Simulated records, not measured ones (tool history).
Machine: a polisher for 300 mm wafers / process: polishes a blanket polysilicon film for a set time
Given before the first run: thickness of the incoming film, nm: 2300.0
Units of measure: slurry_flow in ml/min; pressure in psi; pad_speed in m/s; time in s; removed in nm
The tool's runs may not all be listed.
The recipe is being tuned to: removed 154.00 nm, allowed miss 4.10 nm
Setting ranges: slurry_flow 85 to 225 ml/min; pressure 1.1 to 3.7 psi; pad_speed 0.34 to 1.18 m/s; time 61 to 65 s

run,day,slurry_flow,pressure,pad_speed,time,removed
1,0.000,145,2.4,0.76,61,292.54
2,0.279,170,2.4,0.76,61,295.43
3,0.408,170,2.0,0.76,61,250.93
4,0.629,170,1.4,0.76,61,178.82
5,0.967,170,1.4,0.76,61,176.10
6,1.042,135,1.4,0.76,61,173.19
7,1.083,130,1.3,0.76,61,160.60
8,1.192,120,1.3,0.76,61,158.96
9,1.408,110,1.2,0.76,61,145.38
10,1.662,115,1.2,0.76,61,145.90
11,1.804,125,1.2,0.76,61,149.11
12,2.158,140,1.2,0.76,61,149.44

Which one of the following 4 next-run settings gets every result inside its allowed miss? There is exactly one.
A,2.512,160,1.4,0.66,65,?
B,2.512,140,1.2,0.76,63,?
C,2.512,200,1.3,0.64,61,?
D,2.512,130,1.2,0.72,63,?

move,removed
A,165.29
B,156.14
C,144.00
D,146.78
A: pushes the last run's worst result past its target
B: every result lands within tolerance
C: moves away from the targets compared with the last run
D: moves away from the targets compared with the last run
Move B is the one to make.
